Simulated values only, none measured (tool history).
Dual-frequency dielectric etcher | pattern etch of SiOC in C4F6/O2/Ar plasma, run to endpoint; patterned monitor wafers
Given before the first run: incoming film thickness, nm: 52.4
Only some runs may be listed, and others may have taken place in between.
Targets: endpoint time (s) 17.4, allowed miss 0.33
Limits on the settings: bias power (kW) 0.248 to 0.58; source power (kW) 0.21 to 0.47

run 1 hour=0 | bias_power_(kW)=0.414 source_power_(kW)=0.34 | endpoint_time_(s)=21.305
run 2 hour=7.7 | bias_power_(kW)=0.414 source_power_(kW)=0.38 | endpoint_time_(s)=19.959
run 3 hour=10.5 | bias_power_(kW)=0.479 source_power_(kW)=0.38 | endpoint_time_(s)=18.698
run 4 hour=18.9 | bias_power_(kW)=0.479 source_power_(kW)=0.4 | endpoint_time_(s)=18.263
run 5 hour=23.4 | bias_power_(kW)=0.488 source_power_(kW)=0.4 | endpoint_time_(s)=18.025
run 6 hour=29.1 | bias_power_(kW)=0.432 source_power_(kW)=0.4 | endpoint_time_(s)=19.085
run 7 hour=36.6 | bias_power_(kW)=0.449 source_power_(kW)=0.4 | endpoint_time_(s)=18.841
run 8 hour=42 | bias_power_(kW)=0.464 source_power_(kW)=0.4 | endpoint_time_(s)=18.535
run 9 hour=42.9 | bias_power_(kW)=0.464 source_power_(kW)=0.4 | endpoint_time_(s)=18.415
run 10 hour=50.3 | bias_power_(kW)=0.474 source_power_(kW)=0.4 | endpoint_time_(s)=18.261
run 11 hour=57.8 | bias_power_(kW)=0.483 source_power_(kW)=0.4 | endpoint_time_(s)=18.116
run 12 hour=59.6 | bias_power_(kW)=0.49 source_power_(kW)=0.4 | endpoint_time_(s)=18.035

Which single option among these 4 for the next run brings every result within its allowed miss of target? Just one does.
run A hour=61.4 | bias_power_(kW)=0.453 source_power_(kW)=0.42 | endpoint_time_(s)=?
run B hour=61.4 | bias_power_(kW)=0.467 source_power_(kW)=0.41 | endpoint_time_(s)=?
run C hour=61.4 | bias_power_(kW)=0.499 source_power_(kW)=0.42 | endpoint_time_(s)=?
run D hour=61.4 | bias_power_(kW)=0.491 source_power_(kW)=0.38 | endpoint_time_(s)=?

move=A endpoint_time_(s)=18.287
move=B endpoint_time_(s)=18.249
move=C endpoint_time_(s)=17.473
move=D endpoint_time_(s)=18.536
A: misses by more than the last run did
B: misses by more than the last run did
C: all results in spec
D: misses by more than the last run did
Answer: C
